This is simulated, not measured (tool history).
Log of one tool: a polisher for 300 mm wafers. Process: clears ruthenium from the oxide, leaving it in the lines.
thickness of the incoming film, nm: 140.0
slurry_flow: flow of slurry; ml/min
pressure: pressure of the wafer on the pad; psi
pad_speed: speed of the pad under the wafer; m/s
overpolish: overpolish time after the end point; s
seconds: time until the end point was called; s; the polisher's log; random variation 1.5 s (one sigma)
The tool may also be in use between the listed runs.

Run 1, hour 0.0: slurry_flow 310 ml/min, pressure 2.8 psi, pad_speed 0.98 m/s, overpolish 31 s. Result: seconds 80.393 s.
Run 2, hour 7.5: slurry_flow 310 ml/min, pressure 2.8 psi, pad_speed 0.98 m/s, overpolish 33 s. Result: seconds 80.115 s.
Run 3, hour 8.1: slurry_flow 310 ml/min, pressure 2.5 psi, pad_speed 0.98 m/s, overpolish 33 s. Result: seconds 89.993 s.
Run 4, hour 8.8: slurry_flow 310 ml/min, pressure 2.5 psi, pad_speed 0.98 m/s, overpolish 31 s. Result: seconds 88.744 s.
Run 5, hour 11.0: slurry_flow 310 ml/min, pressure 2.3 psi, pad_speed 0.98 m/s, overpolish 31 s. Result: seconds 97.859 s.
Run 6, hour 18.5: slurry_flow 310 ml/min, pressure 2.6 psi, pad_speed 0.98 m/s, overpolish 31 s. Result: seconds 87.122 s.
Run 7, hour 21.3: slurry_flow 310 ml/min, pressure 2.4 psi, pad_speed 0.98 m/s, overpolish 31 s. Result: seconds 93.247 s.
Run 8, hour 26.4: slurry_flow 310 ml/min, pressure 2.2 psi, pad_speed 0.98 m/s, overpolish 31 s. Result: seconds 100.500 s.

Forecast run 9:
Run 9, hour 33.3: slurry_flow 310 ml/min, pressure 2.1 psi, pad_speed 0.98 m/s, overpolish 31 s. Result: seconds ?.

seconds: 104.270 s

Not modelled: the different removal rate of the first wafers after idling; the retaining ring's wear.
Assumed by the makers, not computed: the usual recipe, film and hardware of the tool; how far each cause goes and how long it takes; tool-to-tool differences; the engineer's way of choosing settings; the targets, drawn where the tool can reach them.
